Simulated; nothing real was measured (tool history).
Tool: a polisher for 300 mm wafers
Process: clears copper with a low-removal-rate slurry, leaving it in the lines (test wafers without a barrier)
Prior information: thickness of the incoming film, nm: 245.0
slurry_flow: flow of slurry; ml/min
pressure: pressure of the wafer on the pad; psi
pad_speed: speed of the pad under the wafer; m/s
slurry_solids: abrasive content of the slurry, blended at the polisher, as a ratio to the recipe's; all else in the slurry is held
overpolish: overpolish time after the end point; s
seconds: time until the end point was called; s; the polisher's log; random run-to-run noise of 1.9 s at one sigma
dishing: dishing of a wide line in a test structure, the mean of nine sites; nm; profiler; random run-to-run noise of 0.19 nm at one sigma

| run | hour | slurry_flow | pressure | pad_speed | slurry_solids | overpolish | seconds | dishing |
|---|---|---|---|---|---|---|---|---|
| 1 | 0.0 | 200 | 2.2 | 0.94 | 1.00 | 21 | 130.81 | 28.254 |
| 2 | 7.8 | 200 | 1.9 | 1.00 | 1.00 | 17 | 138.49 | 22.458 |
| 3 | 16.4 | 200 | 1.9 | 1.20 | 1.00 | 17 | 116.20 | 25.312 |
| 4 | 22.4 | 200 | 1.9 | 1.30 | 1.00 | 17 | 108.05 | 26.994 |
| 5 | 28.7 | 220 | 1.9 | 1.30 | 1.00 | 17 | 105.40 | 27.087 |
| 6 | 36.9 | 245 | 1.6 | 1.32 | 0.85 | 14 | 126.59 | 19.293 |
| 7 | 38.4 | 265 | 1.5 | 1.36 | 0.75 | 12 | 132.05 | 16.035 |

For run 8, what comes out?
| 8 | 44.6 | 280 | 1.4 | 1.38 | 0.70 | 10 | ? | ? |

{"run 8": {"seconds": 143.48, "dishing": 12.943}}

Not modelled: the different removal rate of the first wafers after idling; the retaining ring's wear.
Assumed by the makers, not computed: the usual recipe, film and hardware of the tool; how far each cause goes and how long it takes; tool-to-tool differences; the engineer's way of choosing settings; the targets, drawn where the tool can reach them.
